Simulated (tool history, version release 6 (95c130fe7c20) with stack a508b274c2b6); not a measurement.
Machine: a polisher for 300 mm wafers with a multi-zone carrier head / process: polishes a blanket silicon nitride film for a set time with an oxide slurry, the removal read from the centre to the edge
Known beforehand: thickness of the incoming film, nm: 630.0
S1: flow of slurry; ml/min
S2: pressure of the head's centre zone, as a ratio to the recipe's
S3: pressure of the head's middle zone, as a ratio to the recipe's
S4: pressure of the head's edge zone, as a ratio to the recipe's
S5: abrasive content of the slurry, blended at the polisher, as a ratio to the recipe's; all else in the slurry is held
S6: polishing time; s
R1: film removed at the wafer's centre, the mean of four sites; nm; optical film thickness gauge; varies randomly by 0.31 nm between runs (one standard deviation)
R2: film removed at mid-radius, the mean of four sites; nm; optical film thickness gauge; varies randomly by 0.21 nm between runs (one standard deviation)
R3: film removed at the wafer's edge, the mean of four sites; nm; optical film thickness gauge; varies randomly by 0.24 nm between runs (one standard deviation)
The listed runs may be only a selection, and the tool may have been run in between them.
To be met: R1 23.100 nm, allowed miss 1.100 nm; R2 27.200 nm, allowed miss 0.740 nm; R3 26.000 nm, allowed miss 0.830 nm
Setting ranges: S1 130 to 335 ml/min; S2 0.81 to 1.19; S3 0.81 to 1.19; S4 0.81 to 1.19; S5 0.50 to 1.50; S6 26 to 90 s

run	hour	S1	S2	S3	S4	S5	S6	R1	R2	R3
1	0.0	215	1.00	1.00	1.00	1.00	58	38.760	40.587	40.476
2	2.0	210	0.97	0.99	0.97	0.90	56	33.687	37.676	35.744
3	10.8	210	0.97	0.99	0.97	0.90	62	38.288	41.525	40.524
4	15.2	210	0.97	0.92	0.97	0.90	62	38.407	39.414	40.350
5	22.0	210	0.97	0.92	0.89	0.90	62	37.531	39.941	38.457
6	28.1	210	0.97	0.92	0.89	0.90	70	42.407	44.234	43.217
7	36.6	200	0.94	0.90	0.88	0.80	66	36.318	39.525	38.397
8	38.0	190	0.93	0.88	0.87	0.75	63	34.016	35.913	36.151
9	38.9	195	0.91	0.89	0.86	0.70	60	31.164	33.779	33.726
10	47.2	170	0.85	0.93	0.81	0.50	50	21.406	25.212	23.764
11	50.6	185	0.85	0.93	0.83	0.50	50	21.126	25.565	24.243
12	53.6	195	0.86	0.93	0.84	0.50	50	21.075	25.764	24.234
13	54.7	215	0.93	0.93	0.92	0.60	50	25.222	27.757	27.192

Which of these 4 next moves meets every target?
A	55.8	220	1.17	0.97	0.87	0.60	47	?	?	?
B	55.8	205	0.91	1.03	0.95	0.50	50	?	?	?
C	55.8	240	1.05	1.05	0.95	0.65	46	?	?	?
D	55.8	175	0.98	0.89	0.91	0.65	54	?	?	?

move	R1	R2	R3
A	29.547	26.789	25.030
B	22.659	27.584	25.795
C	26.973	28.717	26.418
D	28.432	29.279	29.700
A: moves away from the targets compared with the last run
B: meets every target
C: moves away from the targets compared with the last run
D: moves away from the targets compared with the last run
Move B is the one to make.
